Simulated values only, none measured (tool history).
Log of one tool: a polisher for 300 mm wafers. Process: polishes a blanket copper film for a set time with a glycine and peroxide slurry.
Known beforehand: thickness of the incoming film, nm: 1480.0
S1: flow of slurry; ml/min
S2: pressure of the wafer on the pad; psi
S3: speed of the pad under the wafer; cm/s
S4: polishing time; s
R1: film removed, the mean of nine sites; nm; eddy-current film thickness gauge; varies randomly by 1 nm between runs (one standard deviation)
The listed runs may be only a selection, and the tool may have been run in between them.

| run | day | S1 | S2 | S3 | S4 | R1 |
|---|---|---|---|---|---|---|
| 1 | 0 | 210 | 1.7 | 98 | 25 | 73.077 |
| 2 | 0.171 | 210 | 1.7 | 98 | 22 | 65.232 |
| 3 | 0.208 | 210 | 1.8 | 98 | 22 | 66.522 |
| 4 | 0.254 | 210 | 1.9 | 100 | 22 | 69.264 |
| 5 | 0.567 | 210 | 2 | 102 | 22 | 73.691 |
| 6 | 0.775 | 210 | 2.1 | 102 | 22 | 76.39 |
| 7 | 0.979 | 210 | 2.2 | 102 | 22 | 77.325 |

Estimate the outcome of run 8 from the log above:
| 8 | 1.254 | 210 | 2.3 | 102 | 22 | ? |

R1: 81.29 nm

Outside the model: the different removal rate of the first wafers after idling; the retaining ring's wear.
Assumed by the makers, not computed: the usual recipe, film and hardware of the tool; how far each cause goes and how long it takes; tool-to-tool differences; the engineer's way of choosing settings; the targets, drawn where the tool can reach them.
